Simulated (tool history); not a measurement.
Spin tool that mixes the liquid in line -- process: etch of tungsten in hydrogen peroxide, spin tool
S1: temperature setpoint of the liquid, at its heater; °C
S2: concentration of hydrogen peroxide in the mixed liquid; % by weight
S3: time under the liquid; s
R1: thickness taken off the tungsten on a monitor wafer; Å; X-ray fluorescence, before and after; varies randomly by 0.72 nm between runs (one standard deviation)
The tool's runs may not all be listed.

Run 1, hour 0: S1 55 °C, S2 16.5 % by weight, S3 50 s. Result: R1 535.52 Å.
Run 2, hour 4: S1 55 °C, S2 16.5 % by weight, S3 55 s. Result: R1 606.24 Å.
Run 3, hour 12.4: S1 56.5 °C, S2 16.5 % by weight, S3 55 s. Result: R1 642.81 Å.
Run 4, hour 15.3: S1 56.5 °C, S2 16.5 % by weight, S3 50 s. Result: R1 598.53 Å.
Run 5, hour 20.4: S1 58 °C, S2 16.5 % by weight, S3 50 s. Result: R1 642.26 Å.
Run 6, hour 22.8: S1 59 °C, S2 16.5 % by weight, S3 50 s. Result: R1 682.49 Å.

The next listed run, before its measurement:
Run 7, hour 27.2: S1 59.5 °C, S2 16.5 % by weight, S3 50 s. Result: R1 ?.

{"run 7": {"R1": 712.79}}

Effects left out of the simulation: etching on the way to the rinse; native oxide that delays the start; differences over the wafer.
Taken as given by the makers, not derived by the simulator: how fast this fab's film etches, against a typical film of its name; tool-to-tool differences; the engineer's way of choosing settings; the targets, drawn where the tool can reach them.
